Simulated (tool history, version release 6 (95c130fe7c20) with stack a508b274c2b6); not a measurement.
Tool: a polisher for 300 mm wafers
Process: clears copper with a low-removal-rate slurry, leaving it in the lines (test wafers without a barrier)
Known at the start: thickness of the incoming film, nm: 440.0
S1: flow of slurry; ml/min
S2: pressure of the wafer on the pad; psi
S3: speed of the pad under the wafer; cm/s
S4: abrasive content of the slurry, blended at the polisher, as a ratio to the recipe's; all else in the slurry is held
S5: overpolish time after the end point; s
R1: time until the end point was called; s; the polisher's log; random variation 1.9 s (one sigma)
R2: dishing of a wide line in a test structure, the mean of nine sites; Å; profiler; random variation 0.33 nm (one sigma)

Run 1, day 0.000: S1 320 ml/min, S2 4.1 psi, S3 120 cm/s, S4 1.00, S5 12 s. Result: R1 75.989 s, R2 468.86 Å.
Run 2, day 0.042: S1 320 ml/min, S2 3.6 psi, S3 118 cm/s, S4 1.00, S5 11 s. Result: R1 86.717 s, R2 379.03 Å.
Run 3, day 0.075: S1 320 ml/min, S2 3.6 psi, S3 118 cm/s, S4 0.85, S5 11 s. Result: R1 93.334 s, R2 371.52 Å.
Run 4, day 0.204: S1 320 ml/min, S2 3.6 psi, S3 90 cm/s, S4 0.85, S5 11 s. Result: R1 121.750 s, R2 288.54 Å.
Run 5, day 0.500: S1 320 ml/min, S2 3.5 psi, S3 90 cm/s, S4 0.85, S5 11 s. Result: R1 123.620 s, R2 282.24 Å.
Run 6, day 0.617: S1 320 ml/min, S2 3.4 psi, S3 90 cm/s, S4 0.85, S5 11 s. Result: R1 125.830 s, R2 269.38 Å.
Run 7, day 0.688: S1 320 ml/min, S2 3.4 psi, S3 90 cm/s, S4 0.85, S5 11 s. Result: R1 126.730 s, R2 276.47 Å.

Run 8 comes next. What will it give?
Run 8, day 0.738: S1 320 ml/min, S2 3.3 psi, S3 90 cm/s, S4 0.85, S5 11 s. Result: R1 ?, R2 ?.

Run 8 gave R1 131.310 s, R2 273.63 Å.
